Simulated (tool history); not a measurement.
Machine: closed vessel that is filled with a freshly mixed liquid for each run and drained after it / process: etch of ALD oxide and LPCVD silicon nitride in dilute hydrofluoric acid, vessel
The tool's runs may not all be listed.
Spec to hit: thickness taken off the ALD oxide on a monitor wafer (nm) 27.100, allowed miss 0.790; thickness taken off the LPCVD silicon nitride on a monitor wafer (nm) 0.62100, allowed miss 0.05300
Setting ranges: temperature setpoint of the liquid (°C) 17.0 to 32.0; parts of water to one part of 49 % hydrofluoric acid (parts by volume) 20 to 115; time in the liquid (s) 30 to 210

| run | hour | temperature setpoint of the liquid (°C) | parts of water to one part of 49 % hydrofluoric acid (parts by volume) | time in the liquid (s) | thickness taken off the ALD oxide on a monitor wafer (nm) | thickness taken off the LPCVD silicon nitride on a monitor wafer (nm) |
|---|---|---|---|---|---|---|
| 1 | 0.0 | 24.0 | 65 | 105 | 42.360 | 0.87818 |
| 2 | 2.1 | 24.0 | 55 | 105 | 50.223 | 1.02520 |
| 3 | 8.4 | 24.0 | 65 | 105 | 42.114 | 0.88151 |
| 4 | 9.4 | 24.0 | 75 | 105 | 35.812 | 0.71951 |
| 5 | 15.9 | 24.0 | 75 | 65 | 22.143 | 0.48638 |
| 6 | 25.0 | 24.5 | 75 | 65 | 22.938 | 0.49233 |
| 7 | 28.6 | 25.5 | 75 | 65 | 23.843 | 0.55111 |
| 8 | 33.8 | 25.5 | 70 | 65 | 25.593 | 0.54380 |
| 9 | 37.8 | 26.0 | 70 | 65 | 25.706 | 0.56631 |

Exercise: of the 4 proposed moves below, exactly one satisfies all targets within the stated allowed misses. Which move is it?
| A | 41.8 | 29.0 | 85 | 70 | ? | ? |
| B | 41.8 | 30.5 | 85 | 65 | ? | ? |
| C | 41.8 | 17.5 | 60 | 85 | ? | ? |
| D | 41.8 | 25.0 | 110 | 115 | ? | ? |

| move | thickness taken off the ALD oxide on a monitor wafer (nm) | thickness taken off the LPCVD silicon nitride on a monitor wafer (nm) |
|---|---|---|
| A | 25.784 | 0.63915 |
| B | 25.362 | 0.65298 |
| C | 28.509 | 0.50347 |
| D | 27.178 | 0.62728 |
A: moves toward the targets from the last run without getting all of them in spec
B: its largest miss is bigger than the last run's
C: pushes the last run's worst result past its target
D: all results in spec
Move D is the one to make.

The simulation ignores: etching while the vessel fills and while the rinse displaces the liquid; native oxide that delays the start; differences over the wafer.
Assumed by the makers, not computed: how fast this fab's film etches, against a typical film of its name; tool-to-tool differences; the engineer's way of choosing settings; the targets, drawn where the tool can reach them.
